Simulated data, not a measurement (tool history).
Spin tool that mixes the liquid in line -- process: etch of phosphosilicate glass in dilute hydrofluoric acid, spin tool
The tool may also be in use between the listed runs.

run,hour,temperature setpoint of the liquid (°C),parts of water to one part of 49 % hydrofluoric acid (parts by volume),time under the liquid (s),thickness taken off the phosphosilicate glass on a monitor wafer (Å)
1,0.0,21.0,165,15,44.966
2,4.4,21.0,145,15,52.324
3,9.1,21.0,120,15,64.710
4,17.4,20.0,135,15,54.479
5,22.9,17.5,135,15,48.981
6,31.3,17.5,145,15,45.298
7,38.3,17.5,150,15,43.823

Predict the results of run 8:
8,39.9,17.5,155,15,?

{"run 8": {"thickness taken off the phosphosilicate glass on a monitor wafer (Å)": 41.293}}
